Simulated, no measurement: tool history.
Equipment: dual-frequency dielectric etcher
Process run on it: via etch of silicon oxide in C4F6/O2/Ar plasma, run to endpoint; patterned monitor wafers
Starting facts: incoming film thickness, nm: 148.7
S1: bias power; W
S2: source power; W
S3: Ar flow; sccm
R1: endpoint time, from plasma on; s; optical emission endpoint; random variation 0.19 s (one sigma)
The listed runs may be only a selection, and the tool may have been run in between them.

run,hour,S1,S2,S3,R1
1,0,322,410,265,36.423
2,4.9,322,470,265,35.23
3,6.7,330,470,264,35.579
4,8.4,341,480,260,34.57
5,14.1,347,480,259,34.218
6,17.4,352,480,258,34.193

The next listed run, before its measurement:
7,26,357,480,257,?

R1: 34.161 s
